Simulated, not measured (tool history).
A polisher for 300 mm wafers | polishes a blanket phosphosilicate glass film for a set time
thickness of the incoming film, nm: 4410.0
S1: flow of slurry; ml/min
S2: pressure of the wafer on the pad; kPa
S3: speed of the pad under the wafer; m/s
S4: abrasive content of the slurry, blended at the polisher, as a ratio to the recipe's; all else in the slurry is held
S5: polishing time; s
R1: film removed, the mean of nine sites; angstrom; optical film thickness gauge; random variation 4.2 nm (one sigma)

run	hour	S1	S2	S3	S4	S5	R1
1	0.0	255	17.2	1.14	1.00	69	4444.5
2	7.3	255	17.2	1.14	0.85	69	4047.7
3	11.8	260	18.6	1.14	0.85	69	4449.2
4	14.4	260	18.6	1.14	0.95	69	4670.8
5	20.2	290	18.6	1.14	0.95	69	4742.1
6	25.3	295	19.3	1.14	0.95	69	4919.5

Forecast run 7:
7	30.4	295	20.0	1.14	0.95	69	?

R1: 5117.5 angstrom
